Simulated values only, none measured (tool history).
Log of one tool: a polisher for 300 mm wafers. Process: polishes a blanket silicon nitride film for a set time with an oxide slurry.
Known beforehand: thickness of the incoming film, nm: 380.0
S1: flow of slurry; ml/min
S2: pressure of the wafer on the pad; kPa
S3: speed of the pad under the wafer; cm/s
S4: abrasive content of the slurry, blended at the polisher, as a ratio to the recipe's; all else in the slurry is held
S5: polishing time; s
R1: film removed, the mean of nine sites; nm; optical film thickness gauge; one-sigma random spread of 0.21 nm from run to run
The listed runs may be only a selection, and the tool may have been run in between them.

| run | hour | S1 | S2 | S3 | S4 | S5 | R1 |
|---|---|---|---|---|---|---|---|
| 1 | 0.0 | 160 | 22.8 | 130 | 1.00 | 32 | 28.149 |
| 2 | 4.6 | 160 | 19.3 | 128 | 1.00 | 32 | 23.465 |
| 3 | 9.6 | 160 | 19.3 | 150 | 1.00 | 32 | 25.977 |
| 4 | 15.3 | 160 | 16.5 | 148 | 1.00 | 32 | 22.255 |
| 5 | 23.8 | 160 | 16.5 | 148 | 0.85 | 32 | 21.171 |
| 6 | 25.9 | 175 | 16.5 | 148 | 0.85 | 32 | 21.139 |
| 7 | 28.0 | 175 | 15.2 | 148 | 0.85 | 32 | 19.233 |
| 8 | 36.8 | 175 | 14.5 | 148 | 0.85 | 32 | 18.581 |
| 9 | 43.5 | 170 | 11.0 | 146 | 0.85 | 32 | 14.384 |

Predict the results of run 10:
| 10 | 45.1 | 170 | 11.0 | 146 | 0.85 | 32 | ? |

R1: 14.636 nm
